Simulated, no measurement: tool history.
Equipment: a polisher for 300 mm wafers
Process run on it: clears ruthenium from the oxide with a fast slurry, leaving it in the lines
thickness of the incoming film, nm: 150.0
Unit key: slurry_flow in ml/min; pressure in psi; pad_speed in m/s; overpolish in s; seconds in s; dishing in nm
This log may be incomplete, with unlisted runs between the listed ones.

run,hour,slurry_flow,pressure,pad_speed,slurry_solids,overpolish,seconds,dishing
1,0,225,2,0.76,1,27,75.321,45.562
2,1,225,2,0.92,1,27,62.424,48.926
3,3.4,225,2,0.92,1,37,63.242,66.567
4,9.3,225,2.4,0.92,1,37,52.145,81.592
5,13.2,225,2.3,0.94,1,33,54.32,71.332
# hour 16: head pressure recalibrated
6,16,225,2.2,0.96,1,29,60.544,58.495
7,24.9,230,2.3,0.98,1,25,58.475,52.853

Expected results for the next run?
8,27.6,230,2.4,0.98,1,16,?,?

seconds: 55.074 s
dishing: 36.365 nm
